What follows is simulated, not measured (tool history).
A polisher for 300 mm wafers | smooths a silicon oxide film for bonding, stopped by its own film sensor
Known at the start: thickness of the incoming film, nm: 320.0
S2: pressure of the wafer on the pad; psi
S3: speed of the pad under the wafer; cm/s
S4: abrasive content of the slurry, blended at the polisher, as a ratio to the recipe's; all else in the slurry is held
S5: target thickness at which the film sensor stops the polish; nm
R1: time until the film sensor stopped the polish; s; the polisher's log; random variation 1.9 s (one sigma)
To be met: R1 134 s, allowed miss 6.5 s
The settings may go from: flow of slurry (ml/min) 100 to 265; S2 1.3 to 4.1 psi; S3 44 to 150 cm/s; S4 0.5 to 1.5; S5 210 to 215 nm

run 1 hour=0 | flow_of_slurry_(ml/min)=170 S2=2.7 S3=96 S4=1 S5=215 | R1=100.41
run 2 hour=8.5 | flow_of_slurry_(ml/min)=170 S2=2.7 S3=96 S4=1 S5=210 | R1=103.78
run 3 hour=10.6 | flow_of_slurry_(ml/min)=170 S2=2.5 S3=96 S4=1 S5=210 | R1=109.33
run 4 hour=19.2 | flow_of_slurry_(ml/min)=205 S2=2.5 S3=96 S4=1 S5=210 | R1=109.1
run 5 hour=23.9 | flow_of_slurry_(ml/min)=205 S2=2.3 S3=96 S4=1 S5=210 | R1=112.18
run 6 hour=25.7 | flow_of_slurry_(ml/min)=205 S2=2.3 S3=96 S4=1 S5=215 | R1=110.1
run 7 hour=30.5 | flow_of_slurry_(ml/min)=205 S2=2.1 S3=96 S4=1 S5=215 | R1=119.1
run 8 hour=35.5 | flow_of_slurry_(ml/min)=205 S2=2 S3=96 S4=1 S5=215 | R1=123.63

Which of these 5 next moves meets every target?
run A hour=40.5 | flow_of_slurry_(ml/min)=230 S2=1.9 S3=114 S4=0.85 S5=215 | R1=?
run B hour=40.5 | flow_of_slurry_(ml/min)=200 S2=2.5 S3=72 S4=1 S5=210 | R1=?
run C hour=40.5 | flow_of_slurry_(ml/min)=215 S2=2 S3=100 S4=1.1 S5=213 | R1=?
run D hour=40.5 | flow_of_slurry_(ml/min)=200 S2=1.9 S3=96 S4=1.25 S5=215 | R1=?
run E hour=40.5 | flow_of_slurry_(ml/min)=210 S2=2 S3=104 S4=1.05 S5=214 | R1=?

move=A R1=123.56
move=B R1=134.02
move=C R1=115.43
move=D R1=115.66
move=E R1=114.11
A: as far off as the last run
B: meets every target
C: further off than the last run
D: further off than the last run
E: further off than the last run
The right move is B.
